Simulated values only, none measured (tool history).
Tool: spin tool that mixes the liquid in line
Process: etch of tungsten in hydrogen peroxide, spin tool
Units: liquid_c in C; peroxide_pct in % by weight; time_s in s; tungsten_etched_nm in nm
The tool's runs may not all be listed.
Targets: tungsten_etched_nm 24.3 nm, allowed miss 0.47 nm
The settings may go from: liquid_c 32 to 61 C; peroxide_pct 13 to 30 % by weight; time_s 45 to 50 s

run 1 day=0 | liquid_c=45 peroxide_pct=25 time_s=45 | tungsten_etched_nm=57.515
run 2 day=0.208 | liquid_c=40.5 peroxide_pct=24.5 time_s=45 | tungsten_etched_nm=42.524
run 3 day=0.258 | liquid_c=37.5 peroxide_pct=24.5 time_s=45 | tungsten_etched_nm=35.037
run 4 day=0.617 | liquid_c=37.5 peroxide_pct=24.5 time_s=45 | tungsten_etched_nm=34.998
run 5 day=0.733 | liquid_c=37.5 peroxide_pct=22 time_s=45 | tungsten_etched_nm=33.14
run 6 day=0.829 | liquid_c=36 peroxide_pct=22 time_s=45 | tungsten_etched_nm=30.07
run 7 day=0.971 | liquid_c=35 peroxide_pct=22 time_s=45 | tungsten_etched_nm=28.176
run 8 day=1.025 | liquid_c=34 peroxide_pct=22 time_s=45 | tungsten_etched_nm=26.263
run 9 day=1.079 | liquid_c=33.5 peroxide_pct=22 time_s=45 | tungsten_etched_nm=25.309

Which of these 4 next moves meets every target?
run A day=1.133 | liquid_c=33 peroxide_pct=20 time_s=50 | tungsten_etched_nm=?
run B day=1.133 | liquid_c=33.5 peroxide_pct=22.5 time_s=45 | tungsten_etched_nm=?
run C day=1.133 | liquid_c=32 peroxide_pct=22.5 time_s=50 | tungsten_etched_nm=?
run D day=1.133 | liquid_c=33.5 peroxide_pct=20.5 time_s=45 | tungsten_etched_nm=?

move=A tungsten_etched_nm=25.983
move=B tungsten_etched_nm=25.661
move=C tungsten_etched_nm=25.74
move=D tungsten_etched_nm=24.494
A: further off than the last run
B: further off than the last run
C: further off than the last run
D: meets every target
The right move is D.

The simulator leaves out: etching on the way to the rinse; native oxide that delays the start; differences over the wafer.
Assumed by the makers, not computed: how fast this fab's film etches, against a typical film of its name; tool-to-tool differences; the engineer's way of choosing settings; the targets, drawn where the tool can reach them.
